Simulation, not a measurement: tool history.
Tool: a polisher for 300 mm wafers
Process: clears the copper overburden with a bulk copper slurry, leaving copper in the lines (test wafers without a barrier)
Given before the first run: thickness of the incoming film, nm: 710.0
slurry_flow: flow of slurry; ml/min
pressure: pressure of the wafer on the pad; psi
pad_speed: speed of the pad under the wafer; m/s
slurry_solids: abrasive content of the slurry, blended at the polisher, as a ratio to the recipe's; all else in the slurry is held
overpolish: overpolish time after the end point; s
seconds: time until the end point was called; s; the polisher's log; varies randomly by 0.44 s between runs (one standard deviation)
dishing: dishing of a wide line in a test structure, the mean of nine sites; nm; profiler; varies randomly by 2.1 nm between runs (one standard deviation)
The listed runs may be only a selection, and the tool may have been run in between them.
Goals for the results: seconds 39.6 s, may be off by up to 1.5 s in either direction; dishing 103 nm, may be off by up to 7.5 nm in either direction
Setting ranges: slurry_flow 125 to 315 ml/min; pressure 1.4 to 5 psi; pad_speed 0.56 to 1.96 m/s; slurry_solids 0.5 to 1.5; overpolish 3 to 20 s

run	hour	slurry_flow	pressure	pad_speed	slurry_solids	overpolish	seconds	dishing
1	0	205	3.2	1.26	1	10	50.867	69.824
2	5.5	205	3.4	1.26	1	11	48.537	80.12
3	13.6	205	3.4	1.14	1	11	52.801	76.252
4	19	205	3.6	1.14	1	11	50.626	75.453
5	19.5	255	3.6	1.14	1	11	49.009	77.784
6	21.4	255	3.6	1.14	0.9	11	49.526	78.496
7	23.7	255	3.6	1.14	0.9	11	49.469	77.165
8	27.6	255	3.8	1.14	0.9	12	47.307	85.468
9	30.5	255	4	1.14	0.9	12	45.465	87.964
10	32.5	255	4.1	1.14	0.9	12	44.262	85.361
11	35	255	4.2	1.14	0.9	13	43	95.34

Which one of the following 5 next-run settings gets every result inside its allowed miss? There is exactly one.
A	37.5	300	3.5	1.2	1	18	?	?
B	37.5	270	4.6	1.16	0.8	10	?	?
C	37.5	265	4.1	1.26	1	14	?	?
D	37.5	270	3.7	1.14	0.9	15	?	?
E	37.5	290	4.9	0.96	1.15	10	?	?

move	seconds	dishing
A	48.245	98.844
B	40.438	83.529
C	40.123	98.034
D	49.482	91.001
E	42.65	81.394
A: further off than the last run
B: corrects the largest miss of the last run, while another result sits out of spec
C: hits every target within its allowed miss
D: further off than the last run
E: further off than the last run
The right move is C.

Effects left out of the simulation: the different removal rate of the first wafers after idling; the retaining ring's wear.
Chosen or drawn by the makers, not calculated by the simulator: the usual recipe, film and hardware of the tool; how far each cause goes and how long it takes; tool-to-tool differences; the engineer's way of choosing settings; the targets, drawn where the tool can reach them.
